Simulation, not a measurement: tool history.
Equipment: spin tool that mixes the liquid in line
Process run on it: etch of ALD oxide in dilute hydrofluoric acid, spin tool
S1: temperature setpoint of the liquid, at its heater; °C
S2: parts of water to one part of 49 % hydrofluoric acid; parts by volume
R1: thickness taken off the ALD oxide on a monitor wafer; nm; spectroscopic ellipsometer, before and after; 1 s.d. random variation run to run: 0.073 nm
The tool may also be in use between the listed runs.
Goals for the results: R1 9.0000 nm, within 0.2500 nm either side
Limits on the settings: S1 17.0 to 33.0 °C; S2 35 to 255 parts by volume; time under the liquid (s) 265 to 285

Run 1, hour 0.0: S1 25.0 °C, S2 145 parts by volume, time under the liquid (s) 265. Result: R1 18.9370 nm.
Run 2, hour 5.4: S1 25.0 °C, S2 190 parts by volume, time under the liquid (s) 265. Result: R1 13.4460 nm.
Run 3, hour 10.9: S1 25.0 °C, S2 145 parts by volume, time under the liquid (s) 265. Result: R1 18.7310 nm.
Run 4, hour 18.3: S1 25.0 °C, S2 145 parts by volume, time under the liquid (s) 265. Result: R1 18.7250 nm.
Run 5, hour 21.6: S1 24.0 °C, S2 150 parts by volume, time under the liquid (s) 265. Result: R1 17.0480 nm.
Run 6, hour 24.8: S1 26.0 °C, S2 150 parts by volume, time under the liquid (s) 265. Result: R1 18.7940 nm.
Run 7, hour 30.9: S1 25.0 °C, S2 155 parts by volume, time under the liquid (s) 265. Result: R1 17.2240 nm.
Run 8, hour 35.9: S1 24.0 °C, S2 160 parts by volume, time under the liquid (s) 265. Result: R1 16.0120 nm.
Run 9, hour 41.7: S1 20.0 °C, S2 210 parts by volume, time under the liquid (s) 265. Result: R1 9.7727 nm.

4 next moves are on the table. One of them brings every result within its allowed miss. Which?
Run A, hour 47.5: S1 18.5 °C, S2 205 parts by volume, time under the liquid (s) 265. Result: R1 ?.
Run B, hour 47.5: S1 20.5 °C, S2 245 parts by volume, time under the liquid (s) 280. Result: R1 ?.
Run C, hour 47.5: S1 20.5 °C, S2 220 parts by volume, time under the liquid (s) 270. Result: R1 ?.
Run D, hour 47.5: S1 20.0 °C, S2 235 parts by volume, time under the liquid (s) 285. Result: R1 ?.

move      R1
   A  9.6958
   B  8.9105
   C  9.8011
   D  9.3677
A: an improvement on the last run, though not all results are within tolerance
B: each result inside its tolerance
C: neither nearer nor further off than the last run
D: an improvement on the last run, though not all results are within tolerance
The right move is B.
